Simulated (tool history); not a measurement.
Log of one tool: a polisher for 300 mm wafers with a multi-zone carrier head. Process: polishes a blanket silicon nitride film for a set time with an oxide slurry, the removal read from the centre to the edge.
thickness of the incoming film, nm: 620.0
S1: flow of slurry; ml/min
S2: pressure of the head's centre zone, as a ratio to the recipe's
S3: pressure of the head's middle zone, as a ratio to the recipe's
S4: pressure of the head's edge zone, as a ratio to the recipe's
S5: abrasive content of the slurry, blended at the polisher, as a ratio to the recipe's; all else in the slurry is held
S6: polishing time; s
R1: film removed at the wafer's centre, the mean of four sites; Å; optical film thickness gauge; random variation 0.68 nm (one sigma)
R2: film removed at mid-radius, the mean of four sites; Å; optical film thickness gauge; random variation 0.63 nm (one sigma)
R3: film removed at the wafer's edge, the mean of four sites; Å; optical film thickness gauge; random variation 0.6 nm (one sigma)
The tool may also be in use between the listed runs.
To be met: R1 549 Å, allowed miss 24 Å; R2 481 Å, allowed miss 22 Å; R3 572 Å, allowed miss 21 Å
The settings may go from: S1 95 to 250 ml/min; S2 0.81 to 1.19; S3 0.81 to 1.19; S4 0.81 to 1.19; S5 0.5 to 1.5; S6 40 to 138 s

{"run": 1, "day": 0.0, "S1": 160, "S2": 1, "S3": 1, "S4": 1, "S5": 1, "S6": 88, "R1": 482.78, "R2": 464.92, "R3": 470.07}
{"run": 2, "day": 0.029, "S1": 165, "S2": 1, "S3": 0.99, "S4": 1.02, "S5": 1, "S6": 88, "R1": 469.46, "R2": 453.49, "R3": 482.78}
{"run": 3, "day": 0.083, "S1": 170, "S2": 1.01, "S3": 0.99, "S4": 1.03, "S5": 1, "S6": 88, "R1": 483.27, "R2": 457.75, "R3": 482.71}
{"run": 4, "day": 0.188, "S1": 175, "S2": 1.02, "S3": 0.99, "S4": 1.04, "S5": 1, "S6": 88, "R1": 500.25, "R2": 463.52, "R3": 488.8}
{"run": 5, "day": 0.446, "S1": 175, "S2": 1.02, "S3": 1.06, "S4": 1.04, "S5": 1, "S6": 88, "R1": 495.01, "R2": 488, "R3": 491.47}
{"run": 6, "day": 0.762, "S1": 195, "S2": 1.02, "S3": 1.06, "S4": 1.04, "S5": 1, "S6": 88, "R1": 499.26, "R2": 490.85, "R3": 485.15}
{"run": 7, "day": 0.979, "S1": 195, "S2": 1.02, "S3": 1.05, "S4": 1.05, "S5": 1, "S6": 88, "R1": 503.83, "R2": 500.67, "R3": 494.27}
{"day": 1.267, "done": "slurry nozzle cleaned"}
{"run": 8, "day": 1.267, "S1": 190, "S2": 1.02, "S3": 1.04, "S4": 1.06, "S5": 1, "S6": 88, "R1": 511.9, "R2": 498.16, "R3": 507.87}
{"run": 9, "day": 1.404, "S1": 190, "S2": 1.02, "S3": 1.03, "S4": 1.07, "S5": 1, "S6": 88, "R1": 528.9, "R2": 501, "R3": 505.23}
{"run": 10, "day": 1.729, "S1": 180, "S2": 1.01, "S3": 1.01, "S4": 1.08, "S5": 1, "S6": 88, "R1": 516.9, "R2": 495.23, "R3": 515.21}
{"run": 11, "day": 1.854, "S1": 175, "S2": 1.01, "S3": 1, "S4": 1.09, "S5": 1, "S6": 88, "R1": 520.68, "R2": 488.98, "R3": 512.6}
{"run": 12, "day": 2.025, "S1": 175, "S2": 1, "S3": 0.98, "S4": 1.1, "S5": 1, "S6": 88, "R1": 505.99, "R2": 480.02, "R3": 513.92}

4 next moves are on the table. One of them brings every result within its allowed miss. Which?
{"run": "A", "day": 2.196, "S1": 150, "S2": 0.99, "S3": 0.9, "S4": 1.18, "S5": 1, "S6": 106, "R1": "?", "R2": "?", "R3": "?"}
{"run": "B", "day": 2.196, "S1": 200, "S2": 0.81, "S3": 0.93, "S4": 1.04, "S5": 1.05, "S6": 92, "R1": "?", "R2": "?", "R3": "?"}
{"run": "C", "day": 2.196, "S1": 95, "S2": 0.9, "S3": 0.81, "S4": 1.08, "S5": 0.75, "S6": 134, "R1": "?", "R2": "?", "R3": "?"}
{"run": "D", "day": 2.196, "S1": 175, "S2": 0.99, "S3": 0.89, "S4": 1.13, "S5": 1.1, "S6": 91, "R1": "?", "R2": "?", "R3": "?"}

move=A R1=585.08 R2=535.59 R3=639.32
move=B R1=440.59 R2=505.99 R3=545.84
move=C R1=530.13 R2=493.92 R3=623.81
move=D R1=537.98 R2=486.96 R3=571.11
A: takes the result that was furthest off past its target
B: further off than the last run
C: takes the result that was furthest off past its target
D: meets every target
The right move is D.

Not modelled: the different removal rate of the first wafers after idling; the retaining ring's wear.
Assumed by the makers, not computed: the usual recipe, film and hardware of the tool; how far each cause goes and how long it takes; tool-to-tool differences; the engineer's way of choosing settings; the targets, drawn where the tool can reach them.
